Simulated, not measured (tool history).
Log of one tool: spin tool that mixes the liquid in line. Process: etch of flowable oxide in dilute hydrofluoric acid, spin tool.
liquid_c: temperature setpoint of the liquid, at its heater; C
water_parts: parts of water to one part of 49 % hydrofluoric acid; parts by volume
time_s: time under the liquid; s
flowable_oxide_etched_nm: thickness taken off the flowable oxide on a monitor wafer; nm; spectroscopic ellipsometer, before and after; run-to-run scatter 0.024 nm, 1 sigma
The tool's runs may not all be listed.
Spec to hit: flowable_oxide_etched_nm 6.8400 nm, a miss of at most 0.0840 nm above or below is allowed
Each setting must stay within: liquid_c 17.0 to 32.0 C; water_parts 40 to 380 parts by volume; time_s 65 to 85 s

{"run": 1, "day": 0.0, "liquid_c": 24.0, "water_parts": 210, "time_s": 85, "flowable_oxide_etched_nm": 13.164}
{"run": 2, "day": 0.108, "liquid_c": 22.0, "water_parts": 230, "time_s": 85, "flowable_oxide_etched_nm": 10.895}
{"run": 3, "day": 0.338, "liquid_c": 20.5, "water_parts": 245, "time_s": 85, "flowable_oxide_etched_nm": 9.5518}
{"run": 4, "day": 0.688, "liquid_c": 22.5, "water_parts": 245, "time_s": 85, "flowable_oxide_etched_nm": 10.294}
{"run": 5, "day": 1.062, "liquid_c": 22.5, "water_parts": 200, "time_s": 85, "flowable_oxide_etched_nm": 13.161}
{"run": 6, "day": 1.35, "liquid_c": 22.5, "water_parts": 175, "time_s": 85, "flowable_oxide_etched_nm": 15.516}
{"run": 7, "day": 1.392, "liquid_c": 18.5, "water_parts": 260, "time_s": 85, "flowable_oxide_etched_nm": 8.2195}
{"run": 8, "day": 1.688, "liquid_c": 18.0, "water_parts": 270, "time_s": 85, "flowable_oxide_etched_nm": 7.6714}
{"run": 9, "day": 1.767, "liquid_c": 17.5, "water_parts": 275, "time_s": 85, "flowable_oxide_etched_nm": 7.4626}

5 candidate next runs follow, results not yet known. Just one meets every target within its allowed miss. Identify it.
{"run": "A", "day": 1.846, "liquid_c": 17.5, "water_parts": 300, "time_s": 85, "flowable_oxide_etched_nm": "?"}
{"run": "B", "day": 1.846, "liquid_c": 19.0, "water_parts": 285, "time_s": 80, "flowable_oxide_etched_nm": "?"}
{"run": "C", "day": 1.846, "liquid_c": 17.0, "water_parts": 290, "time_s": 85, "flowable_oxide_etched_nm": "?"}
{"run": "D", "day": 1.846, "liquid_c": 17.0, "water_parts": 225, "time_s": 65, "flowable_oxide_etched_nm": "?"}
{"run": "E", "day": 1.846, "liquid_c": 17.0, "water_parts": 280, "time_s": 85, "flowable_oxide_etched_nm": "?"}

move=A flowable_oxide_etched_nm=6.6364
move=B flowable_oxide_etched_nm=7.0454
move=C flowable_oxide_etched_nm=6.7935
move=D flowable_oxide_etched_nm=7.0837
move=E flowable_oxide_etched_nm=7.0959
A: takes the biggest miss from the last run beyond its target
B: gains on the last run, yet a result remains outside its allowed miss
C: each result inside its tolerance
D: gains on the last run, yet a result remains outside its allowed miss
E: gains on the last run, yet a result remains outside its allowed miss
Correct choice: C, which meets every target

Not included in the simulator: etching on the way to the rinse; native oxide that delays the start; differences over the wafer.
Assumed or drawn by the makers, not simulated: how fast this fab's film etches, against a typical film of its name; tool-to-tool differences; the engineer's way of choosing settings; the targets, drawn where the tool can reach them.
